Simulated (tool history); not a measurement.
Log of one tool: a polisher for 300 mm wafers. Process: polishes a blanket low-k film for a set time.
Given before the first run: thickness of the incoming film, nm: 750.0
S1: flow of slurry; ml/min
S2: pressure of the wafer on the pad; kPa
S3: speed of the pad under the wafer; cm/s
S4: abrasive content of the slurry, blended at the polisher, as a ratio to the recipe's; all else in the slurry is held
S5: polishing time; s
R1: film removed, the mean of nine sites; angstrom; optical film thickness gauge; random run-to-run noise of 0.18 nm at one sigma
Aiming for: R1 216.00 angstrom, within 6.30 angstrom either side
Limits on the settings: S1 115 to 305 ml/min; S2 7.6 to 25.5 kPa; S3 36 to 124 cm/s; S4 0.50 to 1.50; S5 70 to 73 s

| run | hour | S1 | S2 | S3 | S4 | S5 | R1 |
|---|---|---|---|---|---|---|---|
| 1 | 0.0 | 195 | 16.5 | 80 | 1.00 | 70 | 319.32 |
| 2 | 3.7 | 195 | 16.5 | 80 | 1.00 | 70 | 322.45 |
| 3 | 8.4 | 195 | 16.5 | 98 | 1.00 | 70 | 384.56 |
| 4 | 16.0 | 195 | 16.5 | 98 | 1.00 | 70 | 387.37 |
| 5 | 19.4 | 165 | 16.5 | 98 | 1.00 | 70 | 366.28 |
| 6 | 21.2 | 165 | 16.5 | 106 | 1.00 | 70 | 392.12 |
| 7 | 29.9 | 155 | 13.8 | 106 | 1.00 | 70 | 325.89 |
| 8 | 31.2 | 140 | 9.7 | 104 | 1.00 | 70 | 228.81 |
| 9 | 33.4 | 125 | 9.0 | 104 | 1.00 | 70 | 208.43 |

Which single option among these 5 for the next run brings every result within its allowed miss of target? Just one does.
| A | 35.6 | 125 | 12.4 | 78 | 1.00 | 73 | ? |
| B | 35.6 | 135 | 9.0 | 116 | 1.00 | 71 | ? |
| C | 35.6 | 130 | 9.7 | 102 | 0.95 | 71 | ? |
| D | 35.6 | 140 | 7.6 | 120 | 1.15 | 71 | ? |
| E | 35.6 | 135 | 11.0 | 74 | 1.25 | 72 | ? |

| move | R1 |
|---|---|
| A | 228.22 |
| B | 231.44 |
| C | 213.27 |
| D | 225.79 |
| E | 225.35 |
A: pushes the last run's worst result past its target
B: pushes the last run's worst result past its target
C: in spec on every target
D: pushes the last run's worst result past its target
E: pushes the last run's worst result past its target
Move C is the one to make.
